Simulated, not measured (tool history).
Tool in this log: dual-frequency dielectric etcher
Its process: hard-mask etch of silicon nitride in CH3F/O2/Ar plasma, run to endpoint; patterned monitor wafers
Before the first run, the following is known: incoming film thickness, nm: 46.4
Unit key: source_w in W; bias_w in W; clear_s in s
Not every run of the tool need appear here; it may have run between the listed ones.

run    day  source_w  bias_w  clear_s
  1      0       520      63   61.642
  2   0.05       480      63   62.701
  3  0.108       480      56   64.551
  4  0.179       410      56    66.93
  5  0.225       450      58   64.924
  6  0.433       450      63   64.077
  7    0.8       480      64   62.007
  8  1.029       500      65   61.081
  9  1.225       520      65    60.44
 10  1.479       530      65   60.446

For run 11, what comes out?
 11  1.567       550      66        ?

clear_s: 59.543 s
